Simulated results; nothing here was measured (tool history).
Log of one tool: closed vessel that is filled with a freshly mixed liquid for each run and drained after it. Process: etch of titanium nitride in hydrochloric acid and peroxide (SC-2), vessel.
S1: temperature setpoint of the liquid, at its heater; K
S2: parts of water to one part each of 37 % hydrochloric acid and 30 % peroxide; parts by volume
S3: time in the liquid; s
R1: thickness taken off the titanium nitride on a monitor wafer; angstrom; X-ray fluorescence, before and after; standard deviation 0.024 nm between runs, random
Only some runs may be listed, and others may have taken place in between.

run 1 hour=0.0 | S1=332.15 S2=7.5 S3=395 | R1=120.330
run 2 hour=6.7 | S1=332.15 S2=7.5 S3=395 | R1=118.870
run 3 hour=14.2 | S1=327.15 S2=7.5 S3=395 | R1=86.499
run 4 hour=21.1 | S1=327.15 S2=6.0 S3=395 | R1=103.960
run 5 hour=23.7 | S1=327.15 S2=6.0 S3=395 | R1=102.030
run 6 hour=28.8 | S1=323.65 S2=6.5 S3=395 | R1=76.382
run 7 hour=31.3 | S1=323.65 S2=6.5 S3=395 | R1=76.236
run 8 hour=37.9 | S1=321.15 S2=6.5 S3=395 | R1=64.817

Expected results for the next run?
run 9 hour=43.7 | S1=316.15 S2=7.5 S3=395 | R1=?

For run 9 the tool returned R1 40.757 angstrom.

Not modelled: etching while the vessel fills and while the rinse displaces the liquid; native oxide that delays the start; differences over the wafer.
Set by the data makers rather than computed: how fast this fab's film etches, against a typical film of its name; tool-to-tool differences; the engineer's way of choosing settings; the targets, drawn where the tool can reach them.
